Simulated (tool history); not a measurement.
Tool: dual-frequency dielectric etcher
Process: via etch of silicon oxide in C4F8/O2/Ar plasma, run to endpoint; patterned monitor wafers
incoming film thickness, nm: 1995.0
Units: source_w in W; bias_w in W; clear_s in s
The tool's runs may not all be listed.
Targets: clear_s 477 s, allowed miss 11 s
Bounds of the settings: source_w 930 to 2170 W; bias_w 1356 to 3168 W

Run 1, hour 0: source_w 1550 W, bias_w 2262 W. Result: clear_s 413.34 s.
Run 2, hour 2.9: source_w 1480 W, bias_w 2231 W. Result: clear_s 417.67 s.
Run 3, hour 5.4: source_w 1480 W, bias_w 2045 W. Result: clear_s 432.86 s.
Run 4, hour 7: source_w 1660 W, bias_w 2045 W. Result: clear_s 407.56 s.
At hour 13.7: source power generator calibrated.
Run 5, hour 13.7: source_w 1590 W, bias_w 2019 W. Result: clear_s 420.54 s.
Run 6, hour 21.2: source_w 1530 W, bias_w 1998 W. Result: clear_s 436.09 s.
Run 7, hour 24.2: source_w 1530 W, bias_w 1998 W. Result: clear_s 440.49 s.
Run 8, hour 32.9: source_w 1220 W, bias_w 1869 W. Result: clear_s 498.16 s.
Run 9, hour 41.9: source_w 1240 W, bias_w 1873 W. Result: clear_s 500.83 s.
Run 10, hour 49.7: source_w 1440 W, bias_w 1970 W. Result: clear_s 454.58 s.

Which of these 4 next moves meets every target?
Run A, hour 57.5: source_w 1540 W, bias_w 1951 W. Result: clear_s ?.
Run B, hour 57.5: source_w 1320 W, bias_w 1834 W. Result: clear_s ?.
Run C, hour 57.5: source_w 1250 W, bias_w 1680 W. Result: clear_s ?.
Run D, hour 57.5: source_w 1180 W, bias_w 1945 W. Result: clear_s ?.

move  clear_s
   A   435.53
   B   478.35
   C   502.35
   D   501.07
A: further off than the last run
B: meets every target
C: takes the result that was furthest off past its target
D: takes the result that was furthest off past its target
The right move is B.
